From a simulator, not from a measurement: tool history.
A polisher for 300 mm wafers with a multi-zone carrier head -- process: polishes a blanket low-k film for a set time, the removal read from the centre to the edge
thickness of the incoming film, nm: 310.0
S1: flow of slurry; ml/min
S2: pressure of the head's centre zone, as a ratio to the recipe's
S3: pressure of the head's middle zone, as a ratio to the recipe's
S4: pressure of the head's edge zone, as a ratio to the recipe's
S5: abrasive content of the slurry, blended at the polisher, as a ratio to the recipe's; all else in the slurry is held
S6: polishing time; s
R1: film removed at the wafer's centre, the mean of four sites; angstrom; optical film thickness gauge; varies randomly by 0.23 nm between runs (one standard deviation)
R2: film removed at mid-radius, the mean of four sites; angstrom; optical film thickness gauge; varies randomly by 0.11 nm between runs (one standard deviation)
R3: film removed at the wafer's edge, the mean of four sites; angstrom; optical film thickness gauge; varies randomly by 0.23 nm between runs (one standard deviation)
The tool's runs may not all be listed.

run,hour,S1,S2,S3,S4,S5,S6,R1,R2,R3
1,0,280,1,1,1,1,53,223.99,218.56,224.08
2,4.4,280,1,0.99,0.98,0.95,53,220.98,211.21,213.6
3,11.4,280,0.99,0.98,0.96,0.9,53,207.89,208.27,207.71
4,15,280,0.99,0.98,0.9,0.9,53,214.4,206.31,201.37
5,23.3,280,0.99,0.97,0.89,0.85,53,203.84,200.69,198.45
6,30.5,280,0.99,0.97,0.86,0.85,53,208.05,200.15,196.24
7,35.1,280,1,0.96,0.86,0.8,53,205.41,195.52,193.92
8,39.9,280,1.01,0.96,0.85,0.75,52,195.93,184.23,175.35
9,44.4,275,1.01,0.95,0.85,0.75,52,195.48,181.92,180.87
10,52.1,275,1.01,0.95,0.85,0.7,52,185.94,180.54,179.64
11,53.3,275,1.02,0.95,0.85,0.7,52,188.94,176.58,171.69
12,57.3,275,1.02,0.95,0.85,0.7,52,196.47,178.92,175.55

Run 13, settings as shown, results not yet in. Your forecast:
13,63.3,270,1.01,0.93,0.84,0.6,52,?,?,?

R1: 178.57 angstrom
R2: 163.52 angstrom
R3: 161.87 angstrom
